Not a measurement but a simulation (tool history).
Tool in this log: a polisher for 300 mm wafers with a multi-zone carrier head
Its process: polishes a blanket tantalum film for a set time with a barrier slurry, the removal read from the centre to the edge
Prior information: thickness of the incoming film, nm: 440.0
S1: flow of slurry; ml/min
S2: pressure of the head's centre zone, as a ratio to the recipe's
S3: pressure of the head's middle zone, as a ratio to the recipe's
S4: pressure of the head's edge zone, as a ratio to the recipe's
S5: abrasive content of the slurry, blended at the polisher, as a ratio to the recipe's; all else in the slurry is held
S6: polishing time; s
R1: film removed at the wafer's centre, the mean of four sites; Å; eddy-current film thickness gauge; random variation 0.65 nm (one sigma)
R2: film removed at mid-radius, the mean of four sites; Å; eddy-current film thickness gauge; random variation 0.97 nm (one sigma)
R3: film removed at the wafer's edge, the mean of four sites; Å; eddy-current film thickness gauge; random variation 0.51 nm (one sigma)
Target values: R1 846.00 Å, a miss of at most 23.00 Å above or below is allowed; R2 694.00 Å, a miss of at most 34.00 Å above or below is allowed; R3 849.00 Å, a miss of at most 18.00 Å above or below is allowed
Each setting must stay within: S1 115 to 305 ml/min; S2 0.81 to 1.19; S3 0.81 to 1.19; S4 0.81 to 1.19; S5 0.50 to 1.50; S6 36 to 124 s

| run | hour | S1 | S2 | S3 | S4 | S5 | S6 | R1 | R2 | R3 |
|---|---|---|---|---|---|---|---|---|---|---|
| 1 | 0.0 | 195 | 1.00 | 1.00 | 1.00 | 1.00 | 79 | 825.55 | 824.77 | 844.72 |
| 2 | 2.4 | 195 | 1.01 | 0.96 | 1.01 | 1.00 | 79 | 849.85 | 809.47 | 849.81 |
| 3 | 7.9 | 195 | 1.01 | 0.96 | 0.96 | 1.00 | 79 | 849.29 | 829.66 | 831.26 |
| 4 | 14.1 | 195 | 1.01 | 0.90 | 0.96 | 1.00 | 79 | 830.60 | 762.16 | 826.49 |
| 5 | 16.3 | 175 | 1.01 | 0.90 | 0.96 | 1.00 | 79 | 819.23 | 750.69 | 827.43 |
| 6 | 22.6 | 175 | 1.01 | 0.90 | 0.96 | 1.00 | 64 | 665.82 | 607.67 | 669.27 |
| 7 | 26.0 | 185 | 1.02 | 0.90 | 1.00 | 1.10 | 64 | 683.45 | 628.72 | 690.41 |
| 8 | 34.6 | 190 | 1.04 | 0.88 | 1.03 | 1.20 | 66 | 746.21 | 665.14 | 738.92 |
|  | 41.3 | worn pad replaced by a new one |
| 9 | 41.3 | 195 | 1.05 | 0.86 | 1.06 | 1.25 | 67 | 868.54 | 740.48 | 864.33 |
| 10 | 49.2 | 190 | 1.05 | 0.85 | 1.06 | 1.25 | 67 | 863.42 | 742.08 | 870.03 |

Of the 4 settings listed for the next run, only one would bring every result within its allowed miss of target. Which one?
| A | 57.1 | 190 | 1.01 | 0.89 | 1.11 | 1.40 | 66 | ? | ? | ? |
| B | 57.1 | 215 | 1.06 | 0.81 | 1.08 | 1.30 | 66 | ? | ? | ? |
| C | 57.1 | 235 | 1.06 | 1.05 | 1.03 | 1.30 | 63 | ? | ? | ? |
| D | 57.1 | 265 | 1.03 | 0.81 | 1.05 | 1.00 | 66 | ? | ? | ? |

| move | R1 | R2 | R3 |
|---|---|---|---|
| A | 839.78 | 766.05 | 890.46 |
| B | 887.75 | 719.52 | 879.79 |
| C | 860.35 | 840.99 | 826.57 |
| D | 842.55 | 700.90 | 839.93 |
A: lands further from the targets than the last run did
B: brings the result that was furthest off to its target, and leaves another outside
C: lands further from the targets than the last run did
D: all results land within tolerance of their targets
Correct choice: D, which meets every target
